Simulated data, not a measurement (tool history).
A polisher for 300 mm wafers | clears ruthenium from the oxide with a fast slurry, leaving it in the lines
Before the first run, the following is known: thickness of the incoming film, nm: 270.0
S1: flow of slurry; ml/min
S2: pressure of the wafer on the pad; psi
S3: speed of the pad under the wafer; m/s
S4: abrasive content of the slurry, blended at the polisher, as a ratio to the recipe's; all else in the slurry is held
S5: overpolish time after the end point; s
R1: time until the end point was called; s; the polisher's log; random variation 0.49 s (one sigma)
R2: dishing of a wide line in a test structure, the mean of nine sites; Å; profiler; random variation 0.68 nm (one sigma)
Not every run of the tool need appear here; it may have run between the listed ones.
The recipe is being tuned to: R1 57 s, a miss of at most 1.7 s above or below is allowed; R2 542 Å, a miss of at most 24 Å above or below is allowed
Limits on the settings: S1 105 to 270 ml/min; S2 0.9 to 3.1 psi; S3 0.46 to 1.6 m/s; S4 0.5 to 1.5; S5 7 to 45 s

run 1 hour=0 | S1=175 S2=2 S3=1.02 S4=1 S5=23 | R1=79.997 R2=457.41
run 2 hour=7.1 | S1=180 S2=2.1 S3=1.02 S4=1 S5=23 | R1=76.356 R2=470.14
run 3 hour=14.7 | S1=180 S2=2.1 S3=1.02 S4=1.15 S5=23 | R1=74.579 R2=488.8
run 4 hour=23.4 | S1=205 S2=2.1 S3=1.02 S4=1.15 S5=23 | R1=71.607 R2=496.84
run 5 hour=27 | S1=205 S2=2.1 S3=0.76 S4=1.15 S5=23 | R1=94.636 R2=416.63
run 6 hour=31.6 | S1=205 S2=2.1 S3=0.96 S4=1.15 S5=23 | R1=76.154 R2=464.43
run 7 hour=40.5 | S1=210 S2=2.2 S3=0.96 S4=1.15 S5=23 | R1=74.267 R2=474.68
run 8 hour=46.6 | S1=210 S2=2.3 S3=0.96 S4=1.15 S5=23 | R1=70.554 R2=479.96
run 9 hour=54.7 | S1=210 S2=2.4 S3=0.96 S4=1.15 S5=23 | R1=69.107 R2=494.49
run 10 hour=58.8 | S1=215 S2=2.5 S3=0.96 S4=1.15 S5=23 | R1=66.845 R2=506.92
run 11 hour=61.6 | S1=215 S2=2.6 S3=0.96 S4=1.15 S5=23 | R1=64.385 R2=514.25
run 12 hour=66.5 | S1=215 S2=2.7 S3=0.96 S4=1.15 S5=23 | R1=63.091 R2=512.99
run 13 hour=73.9 | S1=220 S2=2.8 S3=0.96 S4=1.15 S5=23 | R1=60.254 R2=523.23
run 14 hour=77.7 | S1=225 S2=2.9 S3=0.96 S4=1.15 S5=23 | R1=58.952 R2=534.86

5 next moves are on the table. One of them brings every result within its allowed miss. Which?
run A hour=81.5 | S1=200 S2=2.8 S3=0.96 S4=1.2 S5=24 | R1=? R2=?
run B hour=81.5 | S1=185 S2=2.9 S3=0.94 S4=1.1 S5=26 | R1=? R2=?
run C hour=81.5 | S1=165 S2=2.9 S3=0.96 S4=1.2 S5=27 | R1=? R2=?
run D hour=81.5 | S1=220 S2=2.9 S3=0.9 S4=1.2 S5=24 | R1=? R2=?
run E hour=81.5 | S1=240 S2=2.9 S3=0.98 S4=1.2 S5=23 | R1=? R2=?

move=A R1=59.304 R2=548.02
move=B R1=60.893 R2=561.01
move=C R1=58.92 R2=577.59
move=D R1=60.579 R2=542.78
move=E R1=55.547 R2=553.61
A: lands further from the targets than the last run did
B: lands further from the targets than the last run did
C: lands further from the targets than the last run did
D: lands further from the targets than the last run did
E: meets every target
Move E is the one to make.
